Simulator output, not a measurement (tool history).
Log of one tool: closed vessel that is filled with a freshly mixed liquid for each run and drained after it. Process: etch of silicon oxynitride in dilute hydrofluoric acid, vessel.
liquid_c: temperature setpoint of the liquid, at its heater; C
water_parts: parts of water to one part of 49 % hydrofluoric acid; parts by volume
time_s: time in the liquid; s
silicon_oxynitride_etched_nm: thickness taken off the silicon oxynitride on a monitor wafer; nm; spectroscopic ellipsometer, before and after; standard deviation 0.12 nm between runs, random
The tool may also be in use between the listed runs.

| run | hour | liquid_c | water_parts | time_s | silicon_oxynitride_etched_nm |
|---|---|---|---|---|---|
| 1 | 0 | 20 | 40 | 1015 | 47.293 |
| 2 | 5.6 | 20 | 30 | 1015 | 62.925 |
| 3 | 8.8 | 17 | 30 | 1015 | 53.903 |
| 4 | 15.3 | 17 | 30 | 1015 | 53.86 |
| 5 | 24.1 | 17 | 30 | 1015 | 53.661 |
| 6 | 31.7 | 18.5 | 30 | 1015 | 58.316 |
| 7 | 33.7 | 18 | 35 | 1015 | 48.442 |
| 8 | 42.8 | 17.5 | 40 | 1015 | 41.224 |
| 9 | 51.9 | 17.5 | 45 | 1015 | 36.539 |
| 10 | 58 | 17 | 50 | 1015 | 31.932 |
| 11 | 63.5 | 17.5 | 50 | 1015 | 32.8 |
| 12 | 64.8 | 17 | 50 | 1015 | 32.104 |

What does the tool deliver on the next run?
| 13 | 69.1 | 17.5 | 50 | 1015 | ? |

Run 13 came out at silicon_oxynitride_etched_nm 33.126 nm.
